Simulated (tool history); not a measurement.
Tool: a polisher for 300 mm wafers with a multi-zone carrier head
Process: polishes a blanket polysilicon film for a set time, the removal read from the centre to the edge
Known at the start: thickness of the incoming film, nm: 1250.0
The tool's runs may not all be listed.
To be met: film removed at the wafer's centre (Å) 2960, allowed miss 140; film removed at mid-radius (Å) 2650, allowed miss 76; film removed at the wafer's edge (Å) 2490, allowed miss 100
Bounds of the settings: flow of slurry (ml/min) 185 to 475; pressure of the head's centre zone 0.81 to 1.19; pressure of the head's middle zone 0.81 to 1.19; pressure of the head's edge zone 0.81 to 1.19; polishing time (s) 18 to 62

| run | day | flow of slurry (ml/min) | pressure of the head's centre zone | pressure of the head's middle zone | pressure of the head's edge zone | polishing time (s) | film removed at the wafer's centre (Å) | film removed at mid-radius (Å) | film removed at the wafer's edge (Å) |
|---|---|---|---|---|---|---|---|---|---|
| 1 | 0 | 305 | 1 | 1 | 1 | 40 | 3454.2 | 3456.2 | 3486.6 |
| 2 | 0.221 | 305 | 1 | 1 | 1 | 45 | 3832.3 | 3916.8 | 3993.6 |
| 3 | 0.538 | 310 | 1.01 | 1 | 0.97 | 42 | 3631.5 | 3719.6 | 3601.4 |
| 4 | 0.738 | 365 | 1.01 | 1 | 0.97 | 42 | 3755.3 | 3705.8 | 3615.5 |
| 5 | 0.971 | 365 | 1.01 | 0.93 | 0.97 | 42 | 3671.5 | 3538.4 | 3610 |
| 6 | 1.104 | 365 | 1.01 | 0.93 | 0.9 | 42 | 3875.1 | 3539.3 | 3553.3 |
| 7 | 1.196 | 370 | 1.01 | 0.94 | 0.89 | 39 | 3504.6 | 3275.6 | 3286.3 |
| 8 | 1.542 | 375 | 1.03 | 0.95 | 0.88 | 37 | 3342.2 | 3092.5 | 3071.5 |
| 9 | 1.862 | 380 | 1.04 | 0.96 | 0.86 | 36 | 3340.5 | 3095.2 | 2961.3 |
| 10 | 2.025 | 380 | 1.05 | 0.96 | 0.85 | 35 | 3225.8 | 3017.4 | 2961.4 |
| 11 | 2.304 | 400 | 1.07 | 0.97 | 0.84 | 34 | 3153.8 | 2964 | 2829.2 |
| 12 | 2.675 | 405 | 1.09 | 0.97 | 0.83 | 33 | 3229.4 | 2839.2 | 2664.9 |
| 13 | 2.75 | 405 | 1.09 | 0.97 | 0.83 | 32 | 3114.9 | 2775.4 | 2582.5 |
| 14 | 3.062 | 405 | 1.09 | 0.97 | 0.83 | 32 | 3099.5 | 2776.9 | 2644.8 |

Which of these 4 next moves meets every target?
| A | 3.375 | 400 | 1.11 | 0.91 | 0.83 | 33 | ? | ? | ? |
| B | 3.375 | 380 | 0.98 | 0.84 | 0.95 | 34 | ? | ? | ? |
| C | 3.375 | 420 | 1.1 | 0.97 | 0.84 | 30 | ? | ? | ? |
| D | 3.375 | 430 | 1.17 | 0.85 | 0.88 | 32 | ? | ? | ? |

| move | film removed at the wafer's centre (Å) | film removed at mid-radius (Å) | film removed at the wafer's edge (Å) |
|---|---|---|---|
| A | 3205.9 | 2769.6 | 2697 |
| B | 2944.8 | 2703 | 2948.3 |
| C | 2904.1 | 2634.1 | 2470.4 |
| D | 3276.9 | 2585.4 | 2697.7 |
A: further off than the last run
B: brings the result that was furthest off to its target, and leaves another outside
C: meets every target
D: brings the result that was furthest off to its target, and leaves another outside
Move C is the one to make.

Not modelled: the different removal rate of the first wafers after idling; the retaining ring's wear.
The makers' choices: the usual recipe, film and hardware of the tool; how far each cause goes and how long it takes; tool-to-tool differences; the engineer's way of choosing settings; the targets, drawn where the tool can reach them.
